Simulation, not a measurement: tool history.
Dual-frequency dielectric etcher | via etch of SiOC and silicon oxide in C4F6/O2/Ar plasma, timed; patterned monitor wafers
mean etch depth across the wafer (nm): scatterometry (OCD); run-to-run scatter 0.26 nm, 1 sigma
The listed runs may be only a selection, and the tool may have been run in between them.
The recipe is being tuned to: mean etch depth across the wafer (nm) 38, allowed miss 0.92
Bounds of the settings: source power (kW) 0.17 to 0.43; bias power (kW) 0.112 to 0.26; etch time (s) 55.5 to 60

run  hour  source power (kW)  bias power (kW)  etch time (s)  mean etch depth across the wafer (nm)
  1     0                0.3            0.186             60                                 50.692
  2     4               0.27            0.167             59                                  45.22
  3   9.2                0.3            0.167             59                                 49.229
  4  13.3                0.3            0.167             60                                 49.214
  5  15.1                0.3            0.167           55.5                                  45.95
  6  19.3               0.33            0.167           55.5                                 47.459
  7  21.6               0.29            0.158           55.5                                 44.183
  8  30.3               0.27            0.155           55.5                                 42.253
  9  38.4               0.25            0.153           55.5                                 40.123
 10  44.2               0.24            0.152           55.5                                 38.802

Which of these 4 next moves meets every target?
  A    50               0.26            0.141           56.5                                      ?
  B    50               0.24            0.141           58.5                                      ?
  C    50               0.23            0.139           56.5                                      ?
  D    50               0.22            0.154             60                                      ?

move  mean etch depth across the wafer (nm)
   A                                  40.77
   B                                  40.24
   C                                 37.703
   D                                 40.091
A: the biggest miss grows against the last run
B: the biggest miss grows against the last run
C: all results in spec
D: the biggest miss grows against the last run
Answer: C
